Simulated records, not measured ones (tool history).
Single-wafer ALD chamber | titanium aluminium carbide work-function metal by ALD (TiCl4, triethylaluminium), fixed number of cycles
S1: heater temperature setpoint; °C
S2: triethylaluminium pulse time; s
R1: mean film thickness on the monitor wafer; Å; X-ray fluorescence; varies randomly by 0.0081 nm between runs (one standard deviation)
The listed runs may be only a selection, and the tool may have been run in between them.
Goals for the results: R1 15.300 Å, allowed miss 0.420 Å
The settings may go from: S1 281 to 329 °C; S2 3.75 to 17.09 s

{"run": 1, "hour": 0.0, "S1": 305, "S2": 10.42, "R1": 18.932}
{"run": 2, "hour": 2.8, "S1": 305, "S2": 11.7, "R1": 19.0}
{"run": 3, "hour": 10.3, "S1": 299, "S2": 9.88, "R1": 18.327}
{"run": 4, "hour": 14.5, "S1": 294, "S2": 9.88, "R1": 17.924}
{"run": 5, "hour": 23.3, "S1": 301, "S2": 9.88, "R1": 18.525}
{"run": 6, "hour": 27.5, "S1": 301, "S2": 7.23, "R1": 17.48}
{"run": 7, "hour": 29.8, "S1": 297, "S2": 6.43, "R1": 16.682}
{"run": 8, "hour": 33.4, "S1": 295, "S2": 5.98, "R1": 16.192}
{"run": 9, "hour": 41.4, "S1": 293, "S2": 5.8, "R1": 15.965}
{"run": 10, "hour": 49.6, "S1": 292, "S2": 5.67, "R1": 15.884}
{"run": 11, "hour": 52.7, "S1": 285, "S2": 4.41, "R1": 13.92}
{"run": 12, "hour": 58.7, "S1": 287, "S2": 4.5, "R1": 14.099}
{"run": 13, "hour": 66.3, "S1": 288, "S2": 4.57, "R1": 14.379}
{"run": 14, "hour": 72.0, "S1": 288, "S2": 4.57, "R1": 14.416}
{"run": 15, "hour": 73.1, "S1": 289, "S2": 4.63, "R1": 14.631}

Next run, 5 choices. One meets every target within its allowed miss, the rest don't. Which?
{"run": "A", "hour": 74.2, "S1": 299, "S2": 4.82, "R1": "?"}
{"run": "B", "hour": 74.2, "S1": 293, "S2": 4.48, "R1": "?"}
{"run": "C", "hour": 74.2, "S1": 281, "S2": 4.79, "R1": "?"}
{"run": "D", "hour": 74.2, "S1": 291, "S2": 3.82, "R1": "?"}
{"run": "E", "hour": 74.2, "S1": 281, "S2": 4.63, "R1": "?"}

move=A R1=15.365
move=B R1=14.549
move=C R1=14.158
move=D R1=13.457
move=E R1=13.974
A: meets every target
B: the biggest miss grows against the last run
C: the biggest miss grows against the last run
D: the biggest miss grows against the last run
E: the biggest miss grows against the last run
Answer: A
